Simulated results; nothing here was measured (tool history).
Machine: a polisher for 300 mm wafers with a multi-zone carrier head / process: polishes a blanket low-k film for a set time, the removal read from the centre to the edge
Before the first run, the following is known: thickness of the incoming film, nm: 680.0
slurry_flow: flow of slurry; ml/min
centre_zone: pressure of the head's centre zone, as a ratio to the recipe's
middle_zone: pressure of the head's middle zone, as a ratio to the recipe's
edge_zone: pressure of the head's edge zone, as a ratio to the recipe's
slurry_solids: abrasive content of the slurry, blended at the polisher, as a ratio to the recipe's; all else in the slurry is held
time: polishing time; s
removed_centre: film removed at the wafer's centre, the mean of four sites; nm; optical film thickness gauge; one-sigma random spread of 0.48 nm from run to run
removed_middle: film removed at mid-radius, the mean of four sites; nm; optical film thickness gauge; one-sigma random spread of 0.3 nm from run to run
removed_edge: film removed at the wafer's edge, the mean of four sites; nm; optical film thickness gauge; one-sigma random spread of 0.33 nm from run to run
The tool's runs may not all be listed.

Run 1, hour 0: slurry_flow 205 ml/min, centre_zone 1, middle_zone 1, edge_zone 1, slurry_solids 1, time 66 s. Result: removed_centre 26.698 nm, removed_middle 26.494 nm, removed_edge 26.905 nm.
Run 2, hour 5.7: slurry_flow 205 ml/min, centre_zone 1, middle_zone 1, edge_zone 1, slurry_solids 1, time 54 s. Result: removed_centre 21.938 nm, removed_middle 21.654 nm, removed_edge 21.951 nm.
Run 3, hour 7.6: slurry_flow 210 ml/min, centre_zone 1.01, middle_zone 0.99, edge_zone 1.02, slurry_solids 1.05, time 56 s. Result: removed_centre 23.602 nm, removed_middle 23.332 nm, removed_edge 24.071 nm.
Run 4, hour 15.9: slurry_flow 210 ml/min, centre_zone 1.01, middle_zone 0.99, edge_zone 1.02, slurry_solids 1.05, time 44 s. Result: removed_centre 18.099 nm, removed_middle 17.989 nm, removed_edge 18.753 nm.
Run 5, hour 17.4: slurry_flow 210 ml/min, centre_zone 1.01, middle_zone 0.99, edge_zone 1.09, slurry_solids 1.05, time 44 s. Result: removed_centre 18.26 nm, removed_middle 18.518 nm, removed_edge 19.686 nm.
Run 6, hour 20.9: slurry_flow 215 ml/min, centre_zone 1.03, middle_zone 0.98, edge_zone 1.1, slurry_solids 1.1, time 46 s. Result: removed_centre 20.441 nm, removed_middle 19.394 nm, removed_edge 21.114 nm.
Run 7, hour 22: slurry_flow 240 ml/min, centre_zone 1.06, middle_zone 0.99, edge_zone 1.19, slurry_solids 1.35, time 64 s. Result: removed_centre 32.375 nm, removed_middle 31.061 nm, removed_edge 34.708 nm.

The next listed run, before its measurement:
Run 8, hour 22.7: slurry_flow 245 ml/min, centre_zone 1.07, middle_zone 0.99, edge_zone 1.19, slurry_solids 1.35, time 64 s. Result: removed_centre ?, removed_middle ?, removed_edge ?.

For run 8 the tool returned removed_centre 32.571 nm, removed_middle 30.833 nm, removed_edge 34.181 nm.
